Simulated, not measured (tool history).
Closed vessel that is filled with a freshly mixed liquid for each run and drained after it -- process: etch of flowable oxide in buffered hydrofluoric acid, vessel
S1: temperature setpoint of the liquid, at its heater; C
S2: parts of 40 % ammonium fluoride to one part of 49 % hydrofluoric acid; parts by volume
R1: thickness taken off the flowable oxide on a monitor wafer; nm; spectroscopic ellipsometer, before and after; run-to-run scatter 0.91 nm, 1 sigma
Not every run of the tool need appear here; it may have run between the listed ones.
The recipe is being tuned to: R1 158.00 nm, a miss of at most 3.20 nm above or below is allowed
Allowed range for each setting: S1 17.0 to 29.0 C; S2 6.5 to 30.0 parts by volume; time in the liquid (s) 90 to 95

{"run": 1, "hour": 0.0, "S1": 21.0, "S2": 19.5, "time in the liquid (s)": 90, "R1": 118.65}
{"run": 2, "hour": 8.0, "S1": 21.0, "S2": 19.5, "time in the liquid (s)": 95, "R1": 125.01}
{"run": 3, "hour": 16.0, "S1": 21.5, "S2": 19.5, "time in the liquid (s)": 95, "R1": 130.08}
{"run": 4, "hour": 18.6, "S1": 18.5, "S2": 19.5, "time in the liquid (s)": 95, "R1": 109.27}
{"run": 5, "hour": 23.8, "S1": 20.5, "S2": 19.5, "time in the liquid (s)": 95, "R1": 122.6}
{"hour": 28.7, "done": "thermometer replaced"}
{"run": 6, "hour": 28.7, "S1": 21.0, "S2": 19.5, "time in the liquid (s)": 95, "R1": 134.75}
{"run": 7, "hour": 34.4, "S1": 21.5, "S2": 19.5, "time in the liquid (s)": 95, "R1": 137.49}
{"run": 8, "hour": 39.7, "S1": 22.5, "S2": 19.5, "time in the liquid (s)": 95, "R1": 145.97}
{"run": 9, "hour": 46.7, "S1": 23.0, "S2": 19.5, "time in the liquid (s)": 95, "R1": 149.95}
{"run": 10, "hour": 54.8, "S1": 23.5, "S2": 19.5, "time in the liquid (s)": 95, "R1": 153.43}

Which one of the following 4 next-run settings gets every result inside its allowed miss? There is exactly one.
{"run": "A", "hour": 62.9, "S1": 26.0, "S2": 20.0, "time in the liquid (s)": 90, "R1": "?"}
{"run": "B", "hour": 62.9, "S1": 22.0, "S2": 16.5, "time in the liquid (s)": 95, "R1": "?"}
{"run": "C", "hour": 62.9, "S1": 25.0, "S2": 21.0, "time in the liquid (s)": 95, "R1": "?"}
{"run": "D", "hour": 62.9, "S1": 23.0, "S2": 19.5, "time in the liquid (s)": 95, "R1": "?"}

move=A R1=163.15
move=B R1=167.26
move=C R1=157.75
move=D R1=149.91
A: the result that was furthest off in the last run now lies on the other side of its target
B: the result that was furthest off in the last run now lies on the other side of its target
C: each result inside its tolerance
D: lands further from the targets than the last run did
The move that meets every target is C.

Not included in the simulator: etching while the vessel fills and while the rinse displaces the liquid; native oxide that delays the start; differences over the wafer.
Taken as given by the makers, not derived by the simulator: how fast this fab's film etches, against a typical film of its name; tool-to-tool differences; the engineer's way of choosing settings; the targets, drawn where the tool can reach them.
